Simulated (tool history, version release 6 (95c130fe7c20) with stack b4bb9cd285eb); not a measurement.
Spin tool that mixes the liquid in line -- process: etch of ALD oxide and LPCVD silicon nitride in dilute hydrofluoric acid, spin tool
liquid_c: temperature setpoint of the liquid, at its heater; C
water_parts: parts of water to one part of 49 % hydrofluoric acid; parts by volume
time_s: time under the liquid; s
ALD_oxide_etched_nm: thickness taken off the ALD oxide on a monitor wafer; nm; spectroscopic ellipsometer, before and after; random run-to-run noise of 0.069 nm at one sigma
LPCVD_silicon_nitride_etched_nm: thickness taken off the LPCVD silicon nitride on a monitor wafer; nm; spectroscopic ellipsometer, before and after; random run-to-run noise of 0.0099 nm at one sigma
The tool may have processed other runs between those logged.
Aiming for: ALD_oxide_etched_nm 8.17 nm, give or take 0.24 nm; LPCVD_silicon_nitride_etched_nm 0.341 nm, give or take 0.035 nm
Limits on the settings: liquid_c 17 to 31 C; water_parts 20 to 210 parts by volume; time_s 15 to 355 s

run,hour,liquid_c,water_parts,time_s,ALD_oxide_etched_nm,LPCVD_silicon_nitride_etched_nm
1,0,23,115,180,20.834,0.76915
2,1.1,21,115,180,19.056,0.65665
3,9.1,21,95,180,23.436,0.81202
4,15.4,21,95,225,29.298,1.0183
# hour 21.3: hydrofluoric acid flow meter replaced
5,21.3,21.5,115,220,22.509,0.82108
6,27.1,21.5,80,220,33.683,1.1087
7,28.9,21,100,220,25.731,0.87419
8,32.9,21,120,220,20.942,0.756
9,38.2,20.5,135,220,17.992,0.63605
10,42.6,20.5,150,220,15.932,0.59448
11,49.5,20.5,160,220,14.83,0.56326
12,54.3,20.5,170,215,13.57,0.47401
13,57.4,21,175,205,12.575,0.45788
14,61.8,21,180,205,12.382,0.45554

4 next moves are on the table. One of them brings every result within its allowed miss. Which?
A,66.2,23.5,210,150,?,?
B,66.2,26.5,210,125,?,?
C,66.2,21,195,160,?,?
D,66.2,18,165,140,?,?

move,ALD_oxide_etched_nm,LPCVD_silicon_nitride_etched_nm
A,8.1196,0.34477
B,7.545,0.34648
C,8.6221,0.33685
D,8.1644,0.28402
A: every result lands within tolerance
B: pushes the last run's worst result past its target
C: closer than the last run, but not yet in spec
D: the worst result of the last run now meets its target, but another is out of spec
The move that meets every target is A.
